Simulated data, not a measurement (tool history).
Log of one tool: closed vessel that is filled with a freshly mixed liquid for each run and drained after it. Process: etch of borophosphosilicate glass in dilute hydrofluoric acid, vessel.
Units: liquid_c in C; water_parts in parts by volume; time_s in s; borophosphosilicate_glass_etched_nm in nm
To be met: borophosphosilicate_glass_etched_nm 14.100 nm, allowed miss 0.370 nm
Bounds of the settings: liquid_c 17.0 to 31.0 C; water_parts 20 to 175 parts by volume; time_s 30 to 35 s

run	hour	liquid_c	water_parts	time_s	borophosphosilicate_glass_etched_nm
1	0.0	23.0	95	35	18.368
2	7.6	23.0	80	35	22.164
3	12.8	26.0	80	35	25.388
4	16.5	26.0	80	35	25.082
5	24.4	26.0	110	35	17.569
6	28.8	25.5	110	35	17.453
7	31.9	25.0	110	35	16.961
8	36.4	24.5	110	35	16.552

Which of these 4 next moves meets every target?
A	40.9	24.5	95	35	?
B	40.9	24.0	110	30	?
C	40.9	23.5	100	35	?
D	40.9	28.0	135	35	?

move	borophosphosilicate_glass_etched_nm
A	19.864
B	14.161
C	18.017
D	15.277
A: further off than the last run
B: meets every target
C: further off than the last run
D: nearer than the last run, and not there yet
The right move is B.
